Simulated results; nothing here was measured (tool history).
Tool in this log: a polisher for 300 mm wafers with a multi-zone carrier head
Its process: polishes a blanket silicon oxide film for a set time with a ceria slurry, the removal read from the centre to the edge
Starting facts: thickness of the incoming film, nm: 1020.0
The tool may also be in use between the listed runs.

run,hour,flow of slurry (ml/min),pressure of the head's centre zone,pressure of the head's middle zone,pressure of the head's edge zone,polishing time (s),film removed at the wafer's centre (angstrom),film removed at mid-radius (angstrom),film removed at the wafer's edge (angstrom)
1,0.0,235,1.00,1.00,1.00,75,4152.4,4115.1,4258.6
2,1.9,235,1.00,1.00,1.05,75,4312.2,4053.2,4360.3
3,8.3,245,1.00,1.05,1.07,78,4393.5,4498.7,4527.6
4,17.0,245,0.93,1.05,1.07,78,4092.6,4468.9,4572.9
5,18.2,250,0.96,1.07,1.09,80,4391.9,4691.9,4669.1
6,21.9,255,0.97,1.08,1.11,82,4553.5,4834.4,4883.8
7,25.7,260,0.99,1.09,1.12,83,4773.2,4958.4,4953.5

The next listed run, before its measurement:
8,26.4,265,1.00,1.10,1.13,84,?,?,?

Run 8 came out at film removed at the wafer's centre (angstrom) 4882.6, film removed at mid-radius (angstrom) 5036.4, film removed at the wafer's edge (angstrom) 5065.5.
